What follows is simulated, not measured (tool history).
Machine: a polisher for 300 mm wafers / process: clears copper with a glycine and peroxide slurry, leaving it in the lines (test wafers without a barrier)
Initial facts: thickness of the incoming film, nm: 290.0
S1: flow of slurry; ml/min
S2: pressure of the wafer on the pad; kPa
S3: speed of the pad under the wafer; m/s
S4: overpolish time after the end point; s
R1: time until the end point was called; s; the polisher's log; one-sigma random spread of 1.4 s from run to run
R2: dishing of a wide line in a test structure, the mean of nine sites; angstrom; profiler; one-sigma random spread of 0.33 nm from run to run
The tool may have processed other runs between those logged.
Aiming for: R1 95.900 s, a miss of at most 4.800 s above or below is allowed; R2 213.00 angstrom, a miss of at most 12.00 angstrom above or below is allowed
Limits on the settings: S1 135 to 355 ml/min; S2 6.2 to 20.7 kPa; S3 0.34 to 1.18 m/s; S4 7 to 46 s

| run | hour | S1 | S2 | S3 | S4 | R1 | R2 |
|---|---|---|---|---|---|---|---|
| 1 | 0.0 | 225 | 13.1 | 0.76 | 24 | 88.275 | 463.37 |
| 2 | 2.9 | 200 | 11.0 | 0.84 | 20 | 94.422 | 374.60 |
| 3 | 6.6 | 185 | 9.7 | 0.92 | 17 | 99.384 | 321.85 |
| 4 | 14.5 | 185 | 9.7 | 0.92 | 24 | 97.033 | 416.75 |
|  | 15.7 | slurry nozzle cleaned |
| 5 | 15.7 | 225 | 9.7 | 0.92 | 24 | 89.880 | 463.86 |
| 6 | 23.6 | 205 | 9.7 | 0.92 | 24 | 90.641 | 442.22 |
| 7 | 31.3 | 185 | 10.3 | 0.94 | 20 | 85.136 | 403.15 |
| 8 | 38.9 | 170 | 10.3 | 0.94 | 17 | 87.266 | 350.78 |
| 9 | 41.9 | 160 | 10.3 | 0.94 | 14 | 87.429 | 303.93 |
| 10 | 43.2 | 155 | 10.3 | 0.94 | 12 | 87.308 | 257.78 |
| 11 | 45.1 | 155 | 10.3 | 0.94 | 12 | 87.637 | 266.47 |
| 12 | 48.2 | 155 | 10.3 | 0.94 | 11 | 87.535 | 255.76 |
| 13 | 56.8 | 155 | 8.3 | 0.94 | 7 | 101.070 | 149.11 |
| 14 | 64.0 | 155 | 9.0 | 0.92 | 8 | 99.398 | 170.42 |
| 15 | 71.5 | 155 | 11.0 | 0.84 | 12 | 91.951 | 260.11 |
| 16 | 73.7 | 160 | 11.0 | 0.84 | 11 | 91.681 | 249.86 |

5 next moves are on the table. One of them brings every result within its allowed miss. Which?
| A | 75.9 | 135 | 11.0 | 0.80 | 12 | ? | ? |
| B | 75.9 | 135 | 9.0 | 1.00 | 10 | ? | ? |
| C | 75.9 | 135 | 7.6 | 0.92 | 14 | ? | ? |
| D | 75.9 | 175 | 11.0 | 0.88 | 13 | ? | ? |
| E | 75.9 | 190 | 8.3 | 0.84 | 12 | ? | ? |

| move | R1 | R2 |
|---|---|---|
| A | 95.174 | 245.47 |
| B | 94.169 | 209.88 |
| C | 111.070 | 244.27 |
| D | 85.141 | 287.27 |
| E | 105.140 | 225.06 |
A: nearer the targets than the last run, but a result is still out of spec
B: every result within its allowed miss
C: about the same distance from the targets as the last run
D: the biggest miss grows against the last run
E: nearer the targets than the last run, but a result is still out of spec
So the answer is move B, the one that meets all the targets.

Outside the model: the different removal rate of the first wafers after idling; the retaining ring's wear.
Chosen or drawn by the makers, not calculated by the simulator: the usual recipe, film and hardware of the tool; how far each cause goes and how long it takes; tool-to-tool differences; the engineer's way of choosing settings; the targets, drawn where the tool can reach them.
